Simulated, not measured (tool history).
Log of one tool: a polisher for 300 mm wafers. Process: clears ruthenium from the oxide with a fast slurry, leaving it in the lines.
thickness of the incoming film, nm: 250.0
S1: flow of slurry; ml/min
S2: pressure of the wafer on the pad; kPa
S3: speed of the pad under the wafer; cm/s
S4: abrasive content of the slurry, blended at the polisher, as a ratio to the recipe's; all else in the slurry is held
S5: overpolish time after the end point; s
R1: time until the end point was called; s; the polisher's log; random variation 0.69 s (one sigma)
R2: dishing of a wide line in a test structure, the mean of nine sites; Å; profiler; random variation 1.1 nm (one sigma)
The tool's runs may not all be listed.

run	hour	S1	S2	S3	S4	S5	R1	R2
1	0	145	17.2	128	1	20	53.455	745.31
2	6.6	145	17.2	128	1.15	20	49.792	792.7
3	14.1	140	15.9	128	1.15	20	52.778	716.21
4	18.4	140	15.9	128	1.15	27	53.659	914.95
5	23.5	135	14.5	128	1.15	26	58.295	831.4
6	28	135	13.8	128	1.15	24	62.137	782.94
7	36.6	135	13.8	128	1.15	24	61.368	740.4
8	37.1	135	13.8	128	1.15	24	62.083	750.1

The next listed run, before its measurement:
9	44.8	135	13.1	128	1.15	23	?	?

{"run 9": {"R1": 66.404, "R2": 697.84}}
